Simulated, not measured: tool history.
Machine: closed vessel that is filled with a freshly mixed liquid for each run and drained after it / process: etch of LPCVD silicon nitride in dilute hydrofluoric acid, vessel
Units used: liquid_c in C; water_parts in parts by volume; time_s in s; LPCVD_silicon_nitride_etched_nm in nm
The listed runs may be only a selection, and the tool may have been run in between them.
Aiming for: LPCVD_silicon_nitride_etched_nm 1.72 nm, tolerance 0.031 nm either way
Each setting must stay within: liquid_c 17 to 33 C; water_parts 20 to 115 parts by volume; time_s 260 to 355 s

run,day,liquid_c,water_parts,time_s,LPCVD_silicon_nitride_etched_nm
1,0,25,65,355,3.0169
2,0.138,23,65,355,2.661
3,0.288,23,75,355,2.3076
4,0.612,21.5,75,355,2.08
5,0.712,21,75,355,2.0032
6,1.021,23.5,75,355,2.3839
7,1.088,22.5,75,355,2.2451
8,1.217,22,75,355,2.1569
9,1.308,21.5,75,355,2.0592
10,1.362,21,75,355,2.0188
11,1.421,20.5,75,355,1.9428
12,1.629,20,75,355,1.8833

Which single option among these 5 for the next run brings every result within its allowed miss of target? Just one does.
A,1.838,19.5,80,340,?
B,1.838,23,85,285,?
C,1.838,19,75,330,?
D,1.838,19.5,75,325,?
E,1.838,21,70,285,?

move,LPCVD_silicon_nitride_etched_nm
A,1.6374
B,1.6403
C,1.6349
D,1.6668
E,1.7332
A: carries the result that was furthest off beyond its target, to the other side
B: carries the result that was furthest off beyond its target, to the other side
C: carries the result that was furthest off beyond its target, to the other side
D: carries the result that was furthest off beyond its target, to the other side
E: meets every target
The move that meets every target is E.

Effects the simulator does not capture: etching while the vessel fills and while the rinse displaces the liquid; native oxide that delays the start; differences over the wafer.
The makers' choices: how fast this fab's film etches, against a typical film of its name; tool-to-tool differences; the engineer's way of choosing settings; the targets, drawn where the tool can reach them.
